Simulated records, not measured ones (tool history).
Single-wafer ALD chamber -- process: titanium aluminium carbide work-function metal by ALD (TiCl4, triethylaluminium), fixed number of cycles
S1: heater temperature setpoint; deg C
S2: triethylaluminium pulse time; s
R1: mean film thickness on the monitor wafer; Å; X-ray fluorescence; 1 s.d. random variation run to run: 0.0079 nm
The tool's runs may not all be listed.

Run 1, hour 0.0: S1 300 deg C, S2 9.38 s. Result: R1 19.198 Å.
Run 2, hour 6.4: S1 307 deg C, S2 9.38 s. Result: R1 19.514 Å.
Run 3, hour 10.5: S1 304 deg C, S2 8.62 s. Result: R1 18.958 Å.
Run 4, hour 18.7: S1 297 deg C, S2 8.62 s. Result: R1 18.534 Å.
At hour 26.9: triethylaluminium bottle replaced.
Run 5, hour 26.9: S1 297 deg C, S2 6.06 s. Result: R1 18.662 Å.
Run 6, hour 34.9: S1 304 deg C, S2 6.06 s. Result: R1 19.161 Å.
Run 7, hour 41.9: S1 300 deg C, S2 5.71 s. Result: R1 18.677 Å.
Run 8, hour 46.9: S1 297 deg C, S2 5.41 s. Result: R1 18.437 Å.
Run 9, hour 47.8: S1 294 deg C, S2 5.25 s. Result: R1 17.937 Å.
Run 10, hour 54.5: S1 293 deg C, S2 5.18 s. Result: R1 17.863 Å.
Run 11, hour 62.1: S1 293 deg C, S2 5.18 s. Result: R1 18.016 Å.

Expected results for the next run?
Run 12, hour 63.5: S1 291 deg C, S2 5.08 s. Result: R1 ?.

R1: 17.604 Å

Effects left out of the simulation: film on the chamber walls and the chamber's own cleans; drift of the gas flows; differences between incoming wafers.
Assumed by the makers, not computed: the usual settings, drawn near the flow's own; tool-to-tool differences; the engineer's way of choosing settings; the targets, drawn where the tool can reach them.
